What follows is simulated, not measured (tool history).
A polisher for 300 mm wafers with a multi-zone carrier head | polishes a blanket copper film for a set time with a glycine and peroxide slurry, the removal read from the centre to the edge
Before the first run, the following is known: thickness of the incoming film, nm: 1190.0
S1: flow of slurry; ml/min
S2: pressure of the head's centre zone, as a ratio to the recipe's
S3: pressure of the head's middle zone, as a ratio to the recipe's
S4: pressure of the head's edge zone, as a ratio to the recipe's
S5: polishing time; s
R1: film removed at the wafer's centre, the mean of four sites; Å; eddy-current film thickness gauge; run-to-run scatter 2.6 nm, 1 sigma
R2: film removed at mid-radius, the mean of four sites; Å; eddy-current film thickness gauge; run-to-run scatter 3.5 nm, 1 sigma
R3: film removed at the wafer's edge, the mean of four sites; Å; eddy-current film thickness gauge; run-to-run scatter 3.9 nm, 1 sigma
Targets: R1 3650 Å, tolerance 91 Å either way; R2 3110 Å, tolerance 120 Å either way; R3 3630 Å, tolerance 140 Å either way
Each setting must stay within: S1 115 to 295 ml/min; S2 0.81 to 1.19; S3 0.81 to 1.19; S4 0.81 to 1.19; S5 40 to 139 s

run	day	S1	S2	S3	S4	S5	R1	R2	R3
1	0	190	1	1	1	89	4121	4094.6	4127.4
2	0.346	185	1	0.98	0.99	88	4075.6	3846.1	4033.4
3	0.629	180	0.99	0.97	0.98	88	4059.7	3914.4	3979.9
4	0.825	175	0.99	0.95	0.98	87	3898.3	3824.8	3892.8
5	1.075	175	0.99	0.95	1.04	87	3935.9	3762.7	3997.8
6	1.2	170	0.99	0.93	1.04	86	3843	3605.8	3925.8
7	1.383	165	0.99	0.92	1.04	86	3840	3618.9	3866.9
8	1.721	165	0.99	0.91	1.05	86	3841.4	3512.2	3963.5
9	1.938	160	0.99	0.9	1.04	86	3798.8	3548.1	3931.2
10	2.196	160	1	0.89	1.04	85	3811.3	3416.1	3931.7
11	2.412	160	1	0.89	1.03	84	3768.1	3358.4	3858.8
12	2.521	155	1	0.89	1.02	84	3695.2	3367.6	3868.7
13	2.821	160	1	0.89	1.02	83	3715.4	3378.2	3652.4
14	3.038	160	1	0.88	1.02	83	3747.7	3309.8	3770.4

Which one of the following 4 next-run settings gets every result inside its allowed miss? There is exactly one.
A	3.254	160	0.99	0.81	1.15	85	?	?	?
B	3.254	230	1.09	0.99	1.01	76	?	?	?
C	3.254	160	0.95	0.92	0.98	84	?	?	?
D	3.254	185	1.03	0.86	1.06	77	?	?	?

move	R1	R2	R3
A	3761.6	3079	4071.1
B	3915.9	3453.5	3558.2
C	3591	3380.7	3710.1
D	3636.8	3010.5	3607.6
A: corrects the largest miss of the last run, while another result sits out of spec
B: its largest miss is bigger than the last run's
C: its largest miss is bigger than the last run's
D: meets every target
Correct choice: D, which meets every target
